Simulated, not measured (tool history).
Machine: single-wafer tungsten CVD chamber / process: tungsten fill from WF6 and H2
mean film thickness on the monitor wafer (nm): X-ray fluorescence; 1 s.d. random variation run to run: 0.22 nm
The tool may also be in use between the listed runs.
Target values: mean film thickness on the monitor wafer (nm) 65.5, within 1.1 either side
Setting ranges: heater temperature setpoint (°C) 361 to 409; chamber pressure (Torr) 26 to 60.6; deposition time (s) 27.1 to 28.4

| run | hour | heater temperature setpoint (°C) | chamber pressure (Torr) | deposition time (s) | mean film thickness on the monitor wafer (nm) |
|---|---|---|---|---|---|
| 1 | 0 | 385 | 43.3 | 28.4 | 79.782 |
| 2 | 8.4 | 385 | 43.3 | 27.1 | 76.077 |
| 3 | 17.3 | 385 | 35.6 | 27.1 | 70.445 |
| 4 | 22.1 | 385 | 35.6 | 27.1 | 71.038 |
| 5 | 30.7 | 384 | 35.6 | 27.1 | 69.386 |
|  | 33.7 | thermocouple changed; heater temperature recalibrated |
| 6 | 33.7 | 382 | 35.6 | 27.1 | 61.393 |
| 7 | 35.2 | 383 | 35.6 | 27.1 | 62.438 |
| 8 | 43.5 | 384 | 35.6 | 27.1 | 63.551 |

Below are 5 possible settings for the next run. Only one of them brings all results inside the allowed miss of their targets. Which is it?
| A | 51.8 | 381 | 44.1 | 27.7 | ? |
| B | 51.8 | 387 | 33.5 | 27.6 | ? |
| C | 51.8 | 391 | 26.6 | 27.4 | ? |
| D | 51.8 | 381 | 37.5 | 27.8 | ? |
| E | 51.8 | 383 | 39.1 | 28.4 | ? |

| move | mean film thickness on the monitor wafer (nm) |
|---|---|
| A | 66.41 |
| B | 68.705 |
| C | 68.866 |
| D | 62.857 |
| E | 68.238 |
A: each result inside its tolerance
B: moves the result that the last run missed by most past its target, out the other side
C: moves the result that the last run missed by most past its target, out the other side
D: misses by more than the last run did
E: moves the result that the last run missed by most past its target, out the other side
A is the move that brings every result within its allowed miss.

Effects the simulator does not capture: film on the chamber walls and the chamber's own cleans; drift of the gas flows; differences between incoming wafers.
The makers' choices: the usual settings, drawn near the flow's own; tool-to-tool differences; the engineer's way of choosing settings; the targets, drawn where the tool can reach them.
